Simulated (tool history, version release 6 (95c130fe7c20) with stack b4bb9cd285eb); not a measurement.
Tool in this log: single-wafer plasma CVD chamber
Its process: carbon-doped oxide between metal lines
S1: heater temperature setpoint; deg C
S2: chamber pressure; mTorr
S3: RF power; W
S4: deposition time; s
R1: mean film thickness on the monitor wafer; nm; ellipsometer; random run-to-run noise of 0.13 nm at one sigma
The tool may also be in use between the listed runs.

run 1 hour=0.0 | S1=355 S2=4490 S3=455 S4=6.33 | R1=30.924
run 2 hour=7.6 | S1=355 S2=4490 S3=510 S4=6.33 | R1=33.261
run 3 hour=11.9 | S1=357 S2=4270 S3=480 S4=6.28 | R1=31.249
run 4 hour=15.3 | S1=359 S2=3990 S3=465 S4=6.26 | R1=30.265
run 5 hour=23.9 | S1=360 S2=3850 S3=450 S4=6.24 | R1=29.212
run 6 hour=30.3 | S1=360 S2=3850 S3=450 S4=6.33 | R1=29.502

Predict the results of run 7:
run 7 hour=37.6 | S1=361 S2=3700 S3=445 S4=6.32 | R1=?

R1: 29.235 nm
